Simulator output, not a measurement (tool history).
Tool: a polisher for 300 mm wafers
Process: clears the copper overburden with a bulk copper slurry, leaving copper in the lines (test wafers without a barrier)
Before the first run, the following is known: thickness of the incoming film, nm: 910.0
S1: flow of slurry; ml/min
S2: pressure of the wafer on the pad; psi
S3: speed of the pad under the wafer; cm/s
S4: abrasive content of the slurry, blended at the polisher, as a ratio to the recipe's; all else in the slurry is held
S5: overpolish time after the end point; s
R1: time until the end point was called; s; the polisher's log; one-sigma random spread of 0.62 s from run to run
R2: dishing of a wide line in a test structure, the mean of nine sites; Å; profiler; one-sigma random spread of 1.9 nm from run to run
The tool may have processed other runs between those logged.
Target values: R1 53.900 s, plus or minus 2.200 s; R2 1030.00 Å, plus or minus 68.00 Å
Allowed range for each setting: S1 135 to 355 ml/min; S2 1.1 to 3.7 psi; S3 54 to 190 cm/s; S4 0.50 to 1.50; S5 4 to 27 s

run  hour   S1   S2   S3    S4  S5       R1       R2
  1   0.0  225  2.4  122  1.00  14   84.213   819.38
  2   9.0  225  2.0  122  1.00  14   95.788   732.64
  3  15.1  225  1.5  122  1.00  14  118.340   605.49
  4  21.5  225  1.5  122  1.00  10  118.620   473.11
  5  28.3  225  2.0  124  1.00  10   93.990   573.61
  6  31.7  225  2.0  140  1.00  10   85.183   637.74
  7  35.0  225  2.0  140  1.00  10   84.393   614.82
  8  38.2  230  2.6  142  1.00  14   68.513   977.14
  9  42.3  230  2.8  142  1.00  13   64.003   955.49
 10  49.9  230  2.9  142  1.00  13   62.344   939.74
 11  53.8  230  3.0  142  1.00  13   60.778   989.16
 12  54.9  230  3.1  142  1.00  13   58.742  1028.60
 13  60.6  230  3.2  142  1.00  13   58.203  1040.20

Which of these 5 next moves meets every target?
  A  66.3  185  2.8  148  1.00  13   ?   ?
  B  66.3  225  3.2  126  1.10  16   ?   ?
  C  66.3  330  3.1  150  1.05  12   ?   ?
  D  66.3  155  3.1  142  0.90  15   ?   ?
  E  66.3  240  3.4  128  1.00  14   ?   ?

move      R1       R2
   A  63.237   955.30
   B  63.192  1098.40
   C  53.258  1022.40
   D  63.611  1050.20
   E  59.919  1056.40
A: further off than the last run
B: further off than the last run
C: hits every target within its allowed miss
D: further off than the last run
E: further off than the last run
So the answer is move C, the one that meets all the targets.
